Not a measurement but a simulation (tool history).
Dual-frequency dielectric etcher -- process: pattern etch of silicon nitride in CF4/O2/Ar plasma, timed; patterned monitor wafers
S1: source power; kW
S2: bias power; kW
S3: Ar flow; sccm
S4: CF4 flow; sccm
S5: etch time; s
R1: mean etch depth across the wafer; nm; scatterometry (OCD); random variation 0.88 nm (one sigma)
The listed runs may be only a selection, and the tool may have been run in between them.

Run 1, day 0.000: S1 0.670 kW, S2 0.042 kW, S3 81 sccm, S4 98 sccm, S5 79 s. Result: R1 181.61 nm.
Run 2, day 0.267: S1 0.690 kW, S2 0.042 kW, S3 81 sccm, S4 98 sccm, S5 79 s. Result: R1 185.08 nm.
Run 3, day 0.338: S1 0.690 kW, S2 0.037 kW, S3 81 sccm, S4 98 sccm, S5 79 s. Result: R1 179.48 nm.
Run 4, day 0.454: S1 0.690 kW, S2 0.037 kW, S3 76 sccm, S4 98 sccm, S5 79 s. Result: R1 180.53 nm.
Run 5, day 0.667: S1 0.690 kW, S2 0.037 kW, S3 70 sccm, S4 98 sccm, S5 79 s. Result: R1 183.34 nm.
Run 6, day 0.842: S1 0.710 kW, S2 0.037 kW, S3 70 sccm, S4 98 sccm, S5 79 s. Result: R1 186.59 nm.

Run 7, settings as shown, results not yet in. Your forecast:
Run 7, day 1.067: S1 0.720 kW, S2 0.037 kW, S3 70 sccm, S4 98 sccm, S5 79 s. Result: R1 ?.

R1: 188.42 nm

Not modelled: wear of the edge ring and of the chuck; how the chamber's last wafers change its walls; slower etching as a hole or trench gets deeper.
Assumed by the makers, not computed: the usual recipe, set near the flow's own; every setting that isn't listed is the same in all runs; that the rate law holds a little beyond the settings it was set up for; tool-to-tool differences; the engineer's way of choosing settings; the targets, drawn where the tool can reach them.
